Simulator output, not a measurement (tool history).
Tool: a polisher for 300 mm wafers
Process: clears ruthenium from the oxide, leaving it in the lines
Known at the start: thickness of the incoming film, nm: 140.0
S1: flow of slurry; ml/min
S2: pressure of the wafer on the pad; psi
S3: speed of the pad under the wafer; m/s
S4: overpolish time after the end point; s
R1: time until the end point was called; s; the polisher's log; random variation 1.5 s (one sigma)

run,hour,S1,S2,S3,S4,R1
1,0,160,2.2,0.76,22,203.9
2,4.3,140,2.2,0.76,22,204.41
3,10.3,140,2.2,0.76,24,206.47
4,10.8,140,1.7,0.76,24,259.94
5,14.4,140,1.7,0.76,22,262.61
6,20.2,140,2.1,0.76,22,214.77
7,26.5,140,2.4,0.76,22,191.21
8,29.8,145,2.6,0.76,22,176.81
9,30.5,145,2.6,0.76,22,170.31

The next listed run, before its measurement:
10,36.7,145,2.7,0.76,22,?

R1: 167.37 s
